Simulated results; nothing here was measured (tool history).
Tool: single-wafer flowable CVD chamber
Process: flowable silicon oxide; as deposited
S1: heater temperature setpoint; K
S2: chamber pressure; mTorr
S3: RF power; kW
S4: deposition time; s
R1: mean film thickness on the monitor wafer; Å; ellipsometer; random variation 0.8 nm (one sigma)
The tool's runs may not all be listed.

run  hour      S1   S2     S3   S4      R1
  1   0.0  373.15  639  1.625  712  2984.9
  2   7.0  373.15  639  1.775  712  3065.3
  3  11.4  373.15  639  1.570  712  2962.4
  4  17.4  373.15  639  1.385  712  2819.6
  5  24.0  366.15  639  1.385  712  3469.8
  6  26.0  366.15  639  1.195  712  3201.5

Run 7 comes next. What will it give?
  7  33.2  366.15  639  1.195  712   ?

{"run 7": {"R1": 3204.9}}
